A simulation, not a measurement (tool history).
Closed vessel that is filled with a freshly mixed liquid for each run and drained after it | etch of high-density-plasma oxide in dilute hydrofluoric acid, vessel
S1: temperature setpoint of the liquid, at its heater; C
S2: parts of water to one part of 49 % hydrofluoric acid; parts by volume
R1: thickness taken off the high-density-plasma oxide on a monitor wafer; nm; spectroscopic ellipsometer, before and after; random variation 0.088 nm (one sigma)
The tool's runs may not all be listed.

run 1 day=0.000 | S1=25.0 S2=125 time_in_the_liquid_(s)=435 | R1=18.443
run 2 day=0.338 | S1=24.0 S2=125 time_in_the_liquid_(s)=435 | R1=17.806
run 3 day=0.725 | S1=23.0 S2=125 time_in_the_liquid_(s)=435 | R1=17.109
run 4 day=1.042 | S1=23.0 S2=125 time_in_the_liquid_(s)=435 | R1=17.260
run 5 day=1.312 | S1=23.0 S2=100 time_in_the_liquid_(s)=435 | R1=21.965
run 6 day=1.575 | S1=22.0 S2=105 time_in_the_liquid_(s)=435 | R1=20.180
run 7 day=1.683 | S1=21.0 S2=110 time_in_the_liquid_(s)=435 | R1=18.230
run 8 day=1.825 | S1=20.0 S2=110 time_in_the_liquid_(s)=435 | R1=17.653
run 9 day=2.175 | S1=19.5 S2=110 time_in_the_liquid_(s)=435 | R1=17.340

Run 10 comes next. What will it give?
run 10 day=2.496 | S1=17.0 S2=120 time_in_the_liquid_(s)=435 | R1=?

R1: 14.160 nm
